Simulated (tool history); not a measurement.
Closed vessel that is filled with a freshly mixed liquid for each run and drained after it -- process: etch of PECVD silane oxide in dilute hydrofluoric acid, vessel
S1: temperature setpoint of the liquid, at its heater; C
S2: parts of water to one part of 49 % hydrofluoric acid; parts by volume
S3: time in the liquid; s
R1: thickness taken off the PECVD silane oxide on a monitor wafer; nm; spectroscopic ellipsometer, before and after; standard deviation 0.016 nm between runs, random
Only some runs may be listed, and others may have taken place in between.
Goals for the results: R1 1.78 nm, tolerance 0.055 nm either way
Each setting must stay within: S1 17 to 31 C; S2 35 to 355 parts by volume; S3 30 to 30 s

run 1 hour=0 | S1=23 S2=195 S3=30 | R1=2.6448
run 2 hour=0.9 | S1=23 S2=140 S3=30 | R1=3.9799
run 3 hour=5.7 | S1=21 S2=140 S3=30 | R1=3.6028
run 4 hour=11.2 | S1=21 S2=175 S3=30 | R1=2.7955
run 5 hour=15.3 | S1=18.5 S2=175 S3=30 | R1=2.5563
run 6 hour=17.1 | S1=18.5 S2=175 S3=30 | R1=2.5342
run 7 hour=19.7 | S1=18.5 S2=175 S3=30 | R1=2.5676
run 8 hour=23.9 | S1=18.5 S2=180 S3=30 | R1=2.4241
run 9 hour=28.2 | S1=18.5 S2=185 S3=30 | R1=2.3854
run 10 hour=36.5 | S1=18.5 S2=190 S3=30 | R1=2.3078
run 11 hour=42.6 | S1=18.5 S2=195 S3=30 | R1=2.2323
run 12 hour=49.5 | S1=18.5 S2=200 S3=30 | R1=2.1736
run 13 hour=52.4 | S1=18.5 S2=205 S3=30 | R1=2.0773
-- hour=56.7 hydrofluoric acid flow meter replaced
run 14 hour=56.7 | S1=17.5 S2=215 S3=30 | R1=2.0882
run 15 hour=60.7 | S1=17.5 S2=220 S3=30 | R1=2.0305
run 16 hour=67.5 | S1=17.5 S2=225 S3=30 | R1=1.9823

Of the 4 settings listed for the next run, only one would bring every result within its allowed miss of target. Which one?
run A hour=74.3 | S1=18 S2=260 S3=30 | R1=?
run B hour=74.3 | S1=17 S2=260 S3=30 | R1=?
run C hour=74.3 | S1=19 S2=255 S3=30 | R1=?
run D hour=74.3 | S1=17.5 S2=260 S3=30 | R1=?

move=A R1=1.6925
move=B R1=1.6287
move=C R1=1.8006
move=D R1=1.6604
A: the result that was furthest off in the last run now lies on the other side of its target
B: the result that was furthest off in the last run now lies on the other side of its target
C: every result within its allowed miss
D: the result that was furthest off in the last run now lies on the other side of its target
C meets every target.
